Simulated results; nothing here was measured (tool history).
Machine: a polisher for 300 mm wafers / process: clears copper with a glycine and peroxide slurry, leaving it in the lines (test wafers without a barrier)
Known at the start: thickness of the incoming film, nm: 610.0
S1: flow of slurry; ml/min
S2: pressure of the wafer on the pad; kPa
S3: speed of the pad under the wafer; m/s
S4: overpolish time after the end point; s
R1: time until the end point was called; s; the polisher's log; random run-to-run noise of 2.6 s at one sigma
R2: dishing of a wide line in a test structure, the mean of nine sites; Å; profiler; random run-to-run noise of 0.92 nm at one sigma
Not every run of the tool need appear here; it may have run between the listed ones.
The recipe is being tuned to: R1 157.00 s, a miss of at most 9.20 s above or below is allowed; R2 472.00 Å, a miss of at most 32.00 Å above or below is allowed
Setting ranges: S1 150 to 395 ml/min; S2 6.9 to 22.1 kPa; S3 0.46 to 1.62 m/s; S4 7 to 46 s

{"run": 1, "hour": 0.0, "S1": 250, "S2": 14.5, "S3": 1.04, "S4": 24, "R1": 116.05, "R2": 437.69}
{"run": 2, "hour": 1.7, "S1": 250, "S2": 17.2, "S3": 1.04, "S4": 24, "R1": 106.47, "R2": 436.08}
{"run": 3, "hour": 8.0, "S1": 250, "S2": 17.2, "S3": 1.04, "S4": 14, "R1": 109.14, "R2": 340.45}
{"run": 4, "hour": 16.9, "S1": 250, "S2": 15.9, "S3": 1.02, "S4": 17, "R1": 113.71, "R2": 381.04}
{"run": 5, "hour": 20.8, "S1": 250, "S2": 13.1, "S3": 1.02, "S4": 17, "R1": 125.72, "R2": 354.89}
{"run": 6, "hour": 24.1, "S1": 275, "S2": 13.1, "S3": 1.02, "S4": 17, "R1": 125.85, "R2": 362.14}
{"run": 7, "hour": 31.5, "S1": 310, "S2": 9.7, "S3": 0.92, "S4": 28, "R1": 146.58, "R2": 421.31}
{"run": 8, "hour": 35.8, "S1": 310, "S2": 9.7, "S3": 0.92, "S4": 29, "R1": 147.3, "R2": 444.37}

5 candidate next runs follow, results not yet known. Just one meets every target within its allowed miss. Identify it.
{"run": "A", "hour": 40.1, "S1": 385, "S2": 10.3, "S3": 0.92, "S4": 39, "R1": "?", "R2": "?"}
{"run": "B", "hour": 40.1, "S1": 285, "S2": 9.7, "S3": 0.84, "S4": 36, "R1": "?", "R2": "?"}
{"run": "C", "hour": 40.1, "S1": 335, "S2": 7.6, "S3": 0.98, "S4": 27, "R1": "?", "R2": "?"}
{"run": "D", "hour": 40.1, "S1": 335, "S2": 11.0, "S3": 0.9, "S4": 33, "R1": "?", "R2": "?"}
{"run": "E", "hour": 40.1, "S1": 305, "S2": 10.3, "S3": 0.6, "S4": 37, "R1": "?", "R2": "?"}

move=A R1=142.68 R2=489.90
move=B R1=158.21 R2=472.80
move=C R1=155.74 R2=422.99
move=D R1=142.23 R2=469.62
move=E R1=182.87 R2=472.08
A: the biggest miss grows against the last run
B: meets every target
C: the furthest-off result lands on target, but another misses its tolerance
D: the biggest miss grows against the last run
E: takes the result that was furthest off past its target
B is the move that brings every result within its allowed miss.

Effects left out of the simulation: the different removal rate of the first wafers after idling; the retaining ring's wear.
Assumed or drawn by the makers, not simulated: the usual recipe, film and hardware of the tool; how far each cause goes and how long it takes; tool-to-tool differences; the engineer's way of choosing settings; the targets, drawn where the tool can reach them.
